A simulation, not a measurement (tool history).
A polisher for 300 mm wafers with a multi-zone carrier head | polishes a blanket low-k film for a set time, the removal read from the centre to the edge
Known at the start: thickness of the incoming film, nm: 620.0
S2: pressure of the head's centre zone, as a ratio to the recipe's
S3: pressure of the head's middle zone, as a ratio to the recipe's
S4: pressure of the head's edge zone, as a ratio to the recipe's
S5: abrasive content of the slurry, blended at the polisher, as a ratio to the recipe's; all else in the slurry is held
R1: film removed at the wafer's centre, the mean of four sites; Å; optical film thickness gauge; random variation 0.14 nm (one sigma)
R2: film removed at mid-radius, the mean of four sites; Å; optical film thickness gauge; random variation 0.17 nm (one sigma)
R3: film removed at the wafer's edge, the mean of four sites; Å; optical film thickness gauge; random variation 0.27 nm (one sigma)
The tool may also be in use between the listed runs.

Run 1, hour 0: flow of slurry (ml/min) 165, S2 1, S3 1, S4 1, S5 1, polishing time (s) 71. Result: R1 356.56 Å, R2 345.17 Å, R3 354.61 Å.
Run 2, hour 5.6: flow of slurry (ml/min) 165, S2 1, S3 1, S4 1, S5 1, polishing time (s) 61. Result: R1 308.14 Å, R2 293.48 Å, R3 305.11 Å.
Run 3, hour 14.3: flow of slurry (ml/min) 160, S2 0.98, S3 1, S4 1.01, S5 1, polishing time (s) 61. Result: R1 296.67 Å, R2 298.21 Å, R3 303.09 Å.
Run 4, hour 17.1: flow of slurry (ml/min) 155, S2 0.96, S3 0.98, S4 1.01, S5 1, polishing time (s) 61. Result: R1 290.64 Å, R2 290.39 Å, R3 299.79 Å.
Run 5, hour 19.8: flow of slurry (ml/min) 155, S2 0.96, S3 0.98, S4 1.01, S5 1, polishing time (s) 77. Result: R1 364.73 Å, R2 368.31 Å, R3 384.08 Å.
Run 6, hour 25.9: flow of slurry (ml/min) 150, S2 0.94, S3 0.97, S4 1.02, S5 0.95, polishing time (s) 76. Result: R1 342.7 Å, R2 342.52 Å, R3 370.46 Å.
Run 7, hour 31.7: flow of slurry (ml/min) 145, S2 0.93, S3 0.98, S4 1.02, S5 0.9, polishing time (s) 75. Result: R1 321.19 Å, R2 329.17 Å, R3 348.86 Å.
Run 8, hour 38: flow of slurry (ml/min) 140, S2 0.92, S3 0.98, S4 1.03, S5 0.85, polishing time (s) 75. Result: R1 306.45 Å, R2 324.07 Å, R3 338.44 Å.
Run 9, hour 46.2: flow of slurry (ml/min) 135, S2 0.91, S3 0.97, S4 1.04, S5 0.8, polishing time (s) 75. Result: R1 290.21 Å, R2 303.29 Å, R3 330.3 Å.
Run 10, hour 51.5: flow of slurry (ml/min) 130, S2 0.9, S3 0.97, S4 1.04, S5 0.75, polishing time (s) 75. Result: R1 271.07 Å, R2 289.4 Å, R3 318.52 Å.
Run 11, hour 57.9: flow of slurry (ml/min) 100, S2 0.81, S3 0.94, S4 0.95, S5 0.55, polishing time (s) 75. Result: R1 183.19 Å, R2 214.41 Å, R3 233.41 Å.

Forecast run 12:
Run 12, hour 58.8: flow of slurry (ml/min) 150, S2 0.81, S3 0.97, S4 1.05, S5 0.5, polishing time (s) 74. Result: R1 ?, R2 ?, R3 ?.

R1: 191.18 Å
R2: 221.23 Å
R3: 241.81 Å

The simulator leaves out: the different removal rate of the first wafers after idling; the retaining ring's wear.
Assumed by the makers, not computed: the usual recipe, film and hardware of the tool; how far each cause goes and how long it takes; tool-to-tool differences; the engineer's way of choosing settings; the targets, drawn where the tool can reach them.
